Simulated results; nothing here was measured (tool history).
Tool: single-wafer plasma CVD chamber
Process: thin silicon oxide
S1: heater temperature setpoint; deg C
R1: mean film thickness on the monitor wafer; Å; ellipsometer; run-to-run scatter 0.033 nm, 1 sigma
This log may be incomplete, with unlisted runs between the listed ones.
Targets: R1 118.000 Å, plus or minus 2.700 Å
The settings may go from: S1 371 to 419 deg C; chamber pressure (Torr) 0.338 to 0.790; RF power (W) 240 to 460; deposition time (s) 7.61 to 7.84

Run 1, hour 0.0: S1 395 deg C, chamber pressure (Torr) 0.564, RF power (W) 350, deposition time (s) 7.61. Result: R1 108.880 Å.
Run 2, hour 0.9: S1 395 deg C, chamber pressure (Torr) 0.576, RF power (W) 350, deposition time (s) 7.61. Result: R1 110.960 Å.
Run 3, hour 3.6: S1 395 deg C, chamber pressure (Torr) 0.586, RF power (W) 350, deposition time (s) 7.61. Result: R1 112.680 Å.
Run 4, hour 7.2: S1 395 deg C, chamber pressure (Torr) 0.496, RF power (W) 350, deposition time (s) 7.61. Result: R1 96.345 Å.
At hour 12.8: capacitance manometer re-zeroed and calibrated.
Run 5, hour 12.8: S1 395 deg C, chamber pressure (Torr) 0.496, RF power (W) 350, deposition time (s) 7.61. Result: R1 91.241 Å.
Run 6, hour 17.7: S1 395 deg C, chamber pressure (Torr) 0.496, RF power (W) 350, deposition time (s) 7.84. Result: R1 93.950 Å.
Run 7, hour 26.4: S1 395 deg C, chamber pressure (Torr) 0.527, RF power (W) 350, deposition time (s) 7.84. Result: R1 99.404 Å.
Run 8, hour 30.3: S1 395 deg C, chamber pressure (Torr) 0.551, RF power (W) 350, deposition time (s) 7.84. Result: R1 103.840 Å.

Exactly one of the 5 candidate moves below puts every result within its allowed miss. Which one?
Run A, hour 34.2: S1 410 deg C, chamber pressure (Torr) 0.492, RF power (W) 355, deposition time (s) 7.74. Result: R1 ?.
Run B, hour 34.2: S1 393 deg C, chamber pressure (Torr) 0.650, RF power (W) 375, deposition time (s) 7.82. Result: R1 ?.
Run C, hour 34.2: S1 397 deg C, chamber pressure (Torr) 0.572, RF power (W) 405, deposition time (s) 7.61. Result: R1 ?.
Run D, hour 34.2: S1 394 deg C, chamber pressure (Torr) 0.592, RF power (W) 360, deposition time (s) 7.81. Result: R1 ?.
Run E, hour 34.2: S1 399 deg C, chamber pressure (Torr) 0.656, RF power (W) 340, deposition time (s) 7.61. Result: R1 ?.

move       R1
   A   91.927
   B  126.110
   C  112.770
   D  112.730
   E  116.840
A: the biggest miss grows against the last run
B: moves the result that the last run missed by most past its target, out the other side
C: nearer than the last run, and not there yet
D: nearer than the last run, and not there yet
E: all results land within tolerance of their targets
The move that meets every target is E.
